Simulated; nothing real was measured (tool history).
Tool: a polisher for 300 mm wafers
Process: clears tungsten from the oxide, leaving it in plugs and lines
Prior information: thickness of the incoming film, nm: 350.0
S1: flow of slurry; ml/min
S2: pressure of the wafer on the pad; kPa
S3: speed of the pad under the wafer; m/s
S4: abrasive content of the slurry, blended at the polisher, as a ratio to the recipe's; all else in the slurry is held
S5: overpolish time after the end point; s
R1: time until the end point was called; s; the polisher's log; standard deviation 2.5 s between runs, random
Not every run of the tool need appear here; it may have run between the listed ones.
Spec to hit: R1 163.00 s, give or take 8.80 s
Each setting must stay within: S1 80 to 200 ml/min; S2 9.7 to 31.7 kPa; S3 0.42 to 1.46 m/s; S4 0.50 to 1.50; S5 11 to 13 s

run	day	S1	S2	S3	S4	S5	R1
1	0.000	130	20.7	0.94	1.00	13	104.05
2	0.138	130	20.0	0.94	1.00	13	108.11
3	0.258	130	19.3	0.94	1.00	13	112.19
4	0.517	130	18.6	0.94	1.00	13	116.95
5	0.771	130	17.9	0.94	1.00	13	121.40
6	1.079	130	17.2	0.94	1.00	13	124.64
7	1.396	130	16.5	0.94	1.00	13	129.77
8	1.567	130	15.9	0.94	1.00	13	137.18
9	1.900	130	14.5	0.94	1.00	13	147.36
10	1.967	125	12.4	0.94	1.00	13	172.30

4 candidate next runs follow, results not yet known. Just one meets every target within its allowed miss. Identify it.
A	2.033	145	13.1	0.90	1.10	11	?
B	2.033	160	11.0	1.18	0.95	11	?
C	2.033	115	9.7	1.12	1.25	11	?
D	2.033	120	14.5	0.98	0.90	11	?

move	R1
A	163.76
B	150.22
C	180.73
D	148.99
A: every result lands within tolerance
B: takes the result that was furthest off past its target
C: its largest miss is bigger than the last run's
D: takes the result that was furthest off past its target
A is the move that brings every result within its allowed miss.
